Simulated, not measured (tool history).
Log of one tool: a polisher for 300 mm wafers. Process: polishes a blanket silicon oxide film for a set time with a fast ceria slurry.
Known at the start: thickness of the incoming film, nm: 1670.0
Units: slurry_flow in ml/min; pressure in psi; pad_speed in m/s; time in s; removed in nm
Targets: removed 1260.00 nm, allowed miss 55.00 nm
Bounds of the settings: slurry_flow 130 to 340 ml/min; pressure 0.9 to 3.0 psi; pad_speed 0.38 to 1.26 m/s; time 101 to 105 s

run    day  slurry_flow  pressure  pad_speed  time  removed
  1  0.000          220       1.9       0.82   101   928.28
  2  0.208          220       2.1       0.82   101   994.58
  3  0.242          180       2.1       0.82   101   972.92
  4  0.379          180       2.5       0.82   101  1087.40
  5  0.417          185       2.6       0.82   101  1125.80
  6  0.550          185       2.6       0.62   101   870.35
  7  0.846          190       2.7       0.66   101   949.68
  8  1.000          195       2.8       0.70   101  1033.90
  9  1.150          195       2.8       0.70   101  1040.90
 10  1.254          200       2.9       0.72   101  1090.30

Which of these 4 next moves meets every target?
  A  1.358          210       2.6       0.62   101        ?
  B  1.358          250       2.9       0.56   105        ?
  C  1.358          170       3.0       0.82   102        ?
  D  1.358          135       2.8       0.70   104        ?

move  removed
   A   869.01
   B   904.54
   C  1253.40
   D  1012.80
A: further off than the last run
B: further off than the last run
C: meets every target
D: further off than the last run
The right move is C.
